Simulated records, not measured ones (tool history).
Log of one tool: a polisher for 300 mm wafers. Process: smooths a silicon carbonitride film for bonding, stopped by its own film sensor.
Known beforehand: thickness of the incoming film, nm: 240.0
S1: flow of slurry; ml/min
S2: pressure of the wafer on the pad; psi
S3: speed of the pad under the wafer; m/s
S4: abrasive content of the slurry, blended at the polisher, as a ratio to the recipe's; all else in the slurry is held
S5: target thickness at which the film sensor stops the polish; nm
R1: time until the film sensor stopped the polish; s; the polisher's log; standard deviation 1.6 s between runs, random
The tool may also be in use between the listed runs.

run	day	S1	S2	S3	S4	S5	R1
1	0.000	175	2.5	0.74	1.0	228	54.250
2	0.096	175	2.4	0.74	1.0	228	55.697
3	0.317	190	2.4	0.74	1.0	228	57.099
4	0.638	210	2.4	0.74	1.0	228	54.386
5	0.671	210	2.3	0.74	1.0	228	58.185
6	0.725	210	2.2	0.74	1.0	228	57.980

Expected results for the next run?
7	0.858	210	1.5	0.66	1.0	228	?

R1: 90.633 s
